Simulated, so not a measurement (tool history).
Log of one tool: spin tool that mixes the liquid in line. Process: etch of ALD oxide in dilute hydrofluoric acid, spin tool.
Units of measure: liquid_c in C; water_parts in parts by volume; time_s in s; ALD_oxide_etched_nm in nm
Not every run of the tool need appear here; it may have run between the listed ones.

run 1 hour=0 | liquid_c=24 water_parts=280 time_s=90 | ALD_oxide_etched_nm=2.7213
run 2 hour=2.3 | liquid_c=22.5 water_parts=290 time_s=90 | ALD_oxide_etched_nm=2.4888
run 3 hour=9.6 | liquid_c=21 water_parts=290 time_s=90 | ALD_oxide_etched_nm=2.3418
run 4 hour=15 | liquid_c=23 water_parts=290 time_s=90 | ALD_oxide_etched_nm=2.5493
run 5 hour=17.5 | liquid_c=23 water_parts=290 time_s=90 | ALD_oxide_etched_nm=2.4791
run 6 hour=21.5 | liquid_c=23 water_parts=290 time_s=90 | ALD_oxide_etched_nm=2.5074
run 7 hour=25 | liquid_c=21.5 water_parts=300 time_s=90 | ALD_oxide_etched_nm=2.2919
run 8 hour=33.3 | liquid_c=20.5 water_parts=310 time_s=90 | ALD_oxide_etched_nm=2.0921
run 9 hour=40.3 | liquid_c=19.5 water_parts=315 time_s=90 | ALD_oxide_etched_nm=2.0091

For run 10, what comes out?
run 10 hour=44.8 | liquid_c=19.5 water_parts=315 time_s=90 | ALD_oxide_etched_nm=?

Run 10 gave ALD_oxide_etched_nm 1.9749 nm.
